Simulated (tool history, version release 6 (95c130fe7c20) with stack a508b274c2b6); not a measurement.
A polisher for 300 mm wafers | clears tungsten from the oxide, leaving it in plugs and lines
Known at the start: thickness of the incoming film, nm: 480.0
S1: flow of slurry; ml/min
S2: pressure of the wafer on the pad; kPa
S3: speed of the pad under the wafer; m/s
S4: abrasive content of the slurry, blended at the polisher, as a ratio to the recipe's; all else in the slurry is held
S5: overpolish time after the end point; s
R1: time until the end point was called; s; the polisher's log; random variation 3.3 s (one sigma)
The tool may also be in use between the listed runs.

{"run": 1, "hour": 0.0, "S1": 235, "S2": 30.3, "S3": 1.16, "S4": 1, "S5": 10, "R1": 74.749}
{"run": 2, "hour": 7.0, "S1": 235, "S2": 37.9, "S3": 1.16, "S4": 1, "S5": 10, "R1": 60.367}
{"run": 3, "hour": 10.6, "S1": 235, "S2": 31.7, "S3": 1.16, "S4": 1, "S5": 10, "R1": 74.076}
{"run": 4, "hour": 17.2, "S1": 235, "S2": 34.5, "S3": 1.16, "S4": 1, "S5": 10, "R1": 66.238}
{"run": 5, "hour": 18.1, "S1": 235, "S2": 31, "S3": 1.08, "S4": 1, "S5": 10, "R1": 79.651}
{"run": 6, "hour": 23.9, "S1": 235, "S2": 28.3, "S3": 1.02, "S4": 1, "S5": 10, "R1": 87.084}
{"run": 7, "hour": 26.7, "S1": 235, "S2": 25.5, "S3": 0.94, "S4": 1, "S5": 10, "R1": 103.15}

The next listed run, before its measurement:
{"run": 8, "hour": 28.7, "S1": 235, "S2": 23.4, "S3": 0.9, "S4": 1, "S5": 10, "R1": "?"}

{"run 8": {"R1": 117.24}}

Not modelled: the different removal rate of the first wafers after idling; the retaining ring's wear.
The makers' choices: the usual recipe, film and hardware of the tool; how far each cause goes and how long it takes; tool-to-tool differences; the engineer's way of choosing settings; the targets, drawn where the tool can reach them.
